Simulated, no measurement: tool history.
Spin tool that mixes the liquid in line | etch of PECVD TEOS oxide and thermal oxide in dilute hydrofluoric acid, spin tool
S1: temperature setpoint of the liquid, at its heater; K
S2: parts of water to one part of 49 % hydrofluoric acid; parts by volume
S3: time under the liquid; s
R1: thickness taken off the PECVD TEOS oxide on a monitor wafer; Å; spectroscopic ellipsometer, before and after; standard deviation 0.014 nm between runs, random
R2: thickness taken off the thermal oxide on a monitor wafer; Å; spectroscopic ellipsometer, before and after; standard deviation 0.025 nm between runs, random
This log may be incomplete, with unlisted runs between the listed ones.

run	day	S1	S2	S3	R1	R2
1	0.000	297.15	190	45	45.307	9.4613
2	0.092	295.15	200	45	39.674	8.2035
3	0.458	297.15	200	45	42.203	9.1015
4	0.812	300.65	200	45	48.544	10.1570
5	0.879	297.65	205	45	42.292	8.7164
6	0.925	295.65	210	45	37.685	8.4589
7	1.171	294.65	215	45	35.605	7.0753
8	1.233	293.65	220	45	33.238	7.0370
9	1.467	292.65	220	45	32.267	7.0092
10	1.692	292.15	220	45	31.570	6.4643

Expected results for the next run?
11	1.938	291.65	220	45	?	?

{"run 11": {"R1": 30.847, "R2": 6.5094}}

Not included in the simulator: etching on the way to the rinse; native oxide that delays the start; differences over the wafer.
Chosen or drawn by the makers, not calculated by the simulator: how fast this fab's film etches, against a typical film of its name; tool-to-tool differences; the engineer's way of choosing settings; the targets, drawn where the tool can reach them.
